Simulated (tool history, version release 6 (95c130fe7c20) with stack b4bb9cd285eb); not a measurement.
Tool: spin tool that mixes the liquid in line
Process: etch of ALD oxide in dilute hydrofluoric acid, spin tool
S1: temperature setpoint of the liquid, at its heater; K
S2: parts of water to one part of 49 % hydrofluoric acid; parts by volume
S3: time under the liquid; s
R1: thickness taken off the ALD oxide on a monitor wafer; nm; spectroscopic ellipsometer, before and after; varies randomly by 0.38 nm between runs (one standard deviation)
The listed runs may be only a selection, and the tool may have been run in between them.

run	day	S1	S2	S3	R1
1	0.000	293.15	80	265	31.164
2	0.129	295.15	80	265	34.308
3	0.342	296.65	80	265	36.682
4	0.512	296.65	95	265	30.173
5	0.600	298.15	90	265	34.317
6	0.717	299.15	90	265	35.720
7	0.742	299.65	90	265	35.700
8	0.917	300.15	90	265	35.969

What will run 9 give?
9	0.992	300.65	85	265	?

{"run 9": {"R1": 39.636}}
